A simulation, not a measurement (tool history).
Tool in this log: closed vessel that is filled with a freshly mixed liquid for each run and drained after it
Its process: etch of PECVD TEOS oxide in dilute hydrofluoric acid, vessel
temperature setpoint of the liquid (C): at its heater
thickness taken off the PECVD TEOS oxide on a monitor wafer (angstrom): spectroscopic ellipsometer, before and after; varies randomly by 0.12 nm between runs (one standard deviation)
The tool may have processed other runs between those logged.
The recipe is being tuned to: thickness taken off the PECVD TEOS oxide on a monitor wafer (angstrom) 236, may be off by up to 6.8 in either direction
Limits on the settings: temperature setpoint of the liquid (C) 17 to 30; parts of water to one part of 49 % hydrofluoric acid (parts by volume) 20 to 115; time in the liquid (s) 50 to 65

run  hour  temperature setpoint of the liquid (C)  parts of water to one part of 49 % hydrofluoric acid (parts by volume)  time in the liquid (s)  thickness taken off the PECVD TEOS oxide on a monitor wafer (angstrom)
  1     0                                      22                                                                      65                      65                                                                  279.88
  2   4.4                                      22                                                                      65                      50                                                                  214.25
  3  10.2                                    22.5                                                                      65                      50                                                                  218.07
  4  16.1                                    22.5                                                                      65                      50                                                                  219.69
  5  17.8                                    22.5                                                                      85                      50                                                                  163.02
  6  26.3                                    20.5                                                                      85                      50                                                                  151.57
  7    28                                      22                                                                      85                      50                                                                   159.9
  8  30.1                                      23                                                                      85                      50                                                                  166.27
  9  36.7                                      23                                                                      85                      50                                                                  167.01
 10  43.5                                      24                                                                      85                      50                                                                  174.39
 11  45.9                                      25                                                                      85                      50                                                                  181.73
 12    54                                    25.5                                                                      85                      50                                                                   185.3
 13  58.9                                      26                                                                      85                      50                                                                  188.13
 14  64.5                                    26.5                                                                      85                      50                                                                  192.57
 15  67.2                                      27                                                                      85                      50                                                                  197.36

Next run, 4 choices. One meets every target within its allowed miss, the rest don't. Which?
  A  69.9                                      25                                                                     100                      60                                                                       ?
  B  69.9                                    24.5                                                                     105                      60                                                                       ?
  C  69.9                                      29                                                                      85                      60                                                                       ?
  D  69.9                                    29.5                                                                      85                      55                                                                       ?

move  thickness taken off the PECVD TEOS oxide on a monitor wafer (angstrom)
   A                                                                  181.64
   B                                                                  168.58
   C                                                                  254.61
   D                                                                   237.9
A: further off than the last run
B: further off than the last run
C: takes the result that was furthest off past its target
D: every result within its allowed miss
D is the move that brings every result within its allowed miss.

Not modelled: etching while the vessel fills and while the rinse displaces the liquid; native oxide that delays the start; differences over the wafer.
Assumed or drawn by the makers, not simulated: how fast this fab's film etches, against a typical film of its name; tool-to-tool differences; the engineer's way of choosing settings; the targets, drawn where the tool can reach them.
